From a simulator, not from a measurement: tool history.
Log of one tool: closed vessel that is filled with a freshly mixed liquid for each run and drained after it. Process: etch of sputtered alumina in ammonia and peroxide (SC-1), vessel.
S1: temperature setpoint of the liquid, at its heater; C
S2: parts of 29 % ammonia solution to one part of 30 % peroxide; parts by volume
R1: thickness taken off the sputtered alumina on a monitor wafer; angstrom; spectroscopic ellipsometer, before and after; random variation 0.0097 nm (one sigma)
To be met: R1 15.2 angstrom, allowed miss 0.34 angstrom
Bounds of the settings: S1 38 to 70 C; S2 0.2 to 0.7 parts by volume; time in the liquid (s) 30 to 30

{"run": 1, "hour": 0.0, "S1": 54, "S2": 0.4, "time in the liquid (s)": 30, "R1": 23.328}
{"run": 2, "hour": 6.6, "S1": 54, "S2": 0.4, "time in the liquid (s)": 30, "R1": 23.71}
{"run": 3, "hour": 12.0, "S1": 51.5, "S2": 0.4, "time in the liquid (s)": 30, "R1": 20.291}
{"run": 4, "hour": 19.0, "S1": 50, "S2": 0.4, "time in the liquid (s)": 30, "R1": 18.779}
{"run": 5, "hour": 22.4, "S1": 53.5, "S2": 0.4, "time in the liquid (s)": 30, "R1": 22.812}
{"run": 6, "hour": 24.1, "S1": 51.5, "S2": 0.4, "time in the liquid (s)": 30, "R1": 20.187}
{"run": 7, "hour": 24.7, "S1": 50, "S2": 0.4, "time in the liquid (s)": 30, "R1": 18.587}
{"run": 8, "hour": 27.7, "S1": 49, "S2": 0.4, "time in the liquid (s)": 30, "R1": 17.516}
{"run": 9, "hour": 36.3, "S1": 48.5, "S2": 0.4, "time in the liquid (s)": 30, "R1": 17.426}
{"run": 10, "hour": 41.5, "S1": 47.5, "S2": 0.4, "time in the liquid (s)": 30, "R1": 16.491}

Which of these 4 next moves meets every target?
{"run": "A", "hour": 46.7, "S1": 46, "S2": 0.5, "time in the liquid (s)": 30, "R1": "?"}
{"run": "B", "hour": 46.7, "S1": 50, "S2": 0.45, "time in the liquid (s)": 30, "R1": "?"}
{"run": "C", "hour": 46.7, "S1": 48.5, "S2": 0.3, "time in the liquid (s)": 30, "R1": "?"}
{"run": "D", "hour": 46.7, "S1": 47.5, "S2": 0.3, "time in the liquid (s)": 30, "R1": "?"}

move=A R1=15.172
move=B R1=18.776
move=C R1=16.627
move=D R1=15.725
A: meets every target
B: further off than the last run
C: further off than the last run
D: nearer than the last run, and not there yet
Move A is the one to make.

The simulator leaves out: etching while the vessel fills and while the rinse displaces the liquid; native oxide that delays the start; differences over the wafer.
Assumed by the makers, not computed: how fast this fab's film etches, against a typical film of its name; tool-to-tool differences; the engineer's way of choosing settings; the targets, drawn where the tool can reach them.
